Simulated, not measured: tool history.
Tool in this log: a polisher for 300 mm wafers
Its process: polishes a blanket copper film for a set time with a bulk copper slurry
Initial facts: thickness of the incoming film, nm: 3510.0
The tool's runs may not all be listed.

run    day  flow of slurry (ml/min)  pressure of the wafer on the pad (kPa)  speed of the pad under the wafer (cm/s)  abrasive content of the slurry  polishing time (s)  film removed (Å)
  1  0.000                      255                                    12.4                                       98                             1.0                 111            5827.0
  2  0.038                      255                                    12.4                                      122                             1.0                 111            7039.3
  3  0.346                      255                                    11.7                                      118                             1.0                 111            6449.8
  4  0.396                      255                                    11.7                                      118                             0.9                 111            6496.9
  5  0.558                      255                                    11.0                                      114                             0.9                 111            5775.7
  6  0.921                      195                                    11.0                                      114                             0.9                 111            5740.1
  7  1.275                      195                                    10.3                                      112                             0.9                 111            5380.3
  8  1.400                      195                                     9.7                                      108                             0.9                 111            4865.7
  9  1.454                      195                                     9.0                                      106                             0.9                 111            4597.1
 10  1.642                      195                                     8.3                                      104                             0.9                 111            4268.4
 11  1.908                      195                                     8.3                                      102                             0.9                 111            4246.0
 12  2.271                      195                                     7.6                                      100                             0.9                 111            3872.6

Run 13 is up next; what results do you expect?
 13  2.429                      195                                     7.6                                       98                             0.9                 111                 ?

Run 13 measured film removed (Å) 3850.0.

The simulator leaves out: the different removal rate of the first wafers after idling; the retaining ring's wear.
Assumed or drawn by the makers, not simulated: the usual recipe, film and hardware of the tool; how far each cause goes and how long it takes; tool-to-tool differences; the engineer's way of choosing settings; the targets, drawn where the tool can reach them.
